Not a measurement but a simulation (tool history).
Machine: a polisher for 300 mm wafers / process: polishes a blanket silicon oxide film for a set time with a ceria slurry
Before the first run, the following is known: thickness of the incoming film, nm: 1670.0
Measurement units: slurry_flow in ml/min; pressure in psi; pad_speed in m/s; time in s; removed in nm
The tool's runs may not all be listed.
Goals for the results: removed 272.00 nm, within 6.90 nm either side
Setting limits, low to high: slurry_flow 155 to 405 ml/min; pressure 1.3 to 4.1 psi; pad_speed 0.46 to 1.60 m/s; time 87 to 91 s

| run | day | slurry_flow | pressure | pad_speed | time | removed |
|---|---|---|---|---|---|---|
| 1 | 0.000 | 260 | 2.7 | 1.02 | 87 | 338.96 |
| 2 | 0.058 | 260 | 2.6 | 1.02 | 87 | 325.60 |
| 3 | 0.283 | 260 | 2.5 | 1.02 | 87 | 309.84 |
| 4 | 0.383 | 205 | 2.5 | 1.02 | 87 | 306.83 |
| 5 | 0.417 | 205 | 2.4 | 1.02 | 87 | 295.61 |
| 6 | 0.567 | 205 | 2.4 | 1.14 | 87 | 327.99 |
| 7 | 0.696 | 205 | 2.3 | 1.14 | 87 | 318.29 |
| 8 | 0.862 | 200 | 1.8 | 1.14 | 87 | 246.48 |
| 9 | 1.042 | 200 | 1.9 | 1.14 | 87 | 261.24 |

Exercise: of the 4 proposed moves below, exactly one satisfies all targets within the stated allowed misses. Which move is it?
| A | 1.221 | 210 | 1.3 | 1.48 | 89 | ? |
| B | 1.221 | 270 | 1.9 | 1.12 | 90 | ? |
| C | 1.221 | 200 | 2.5 | 0.82 | 90 | ? |
| D | 1.221 | 240 | 2.0 | 1.00 | 91 | ? |

| move | removed |
|---|---|
| A | 243.18 |
| B | 276.32 |
| C | 257.06 |
| D | 259.64 |
A: its largest miss is bigger than the last run's
B: all results land within tolerance of their targets
C: its largest miss is bigger than the last run's
D: its largest miss is bigger than the last run's
B is the move that brings every result within its allowed miss.

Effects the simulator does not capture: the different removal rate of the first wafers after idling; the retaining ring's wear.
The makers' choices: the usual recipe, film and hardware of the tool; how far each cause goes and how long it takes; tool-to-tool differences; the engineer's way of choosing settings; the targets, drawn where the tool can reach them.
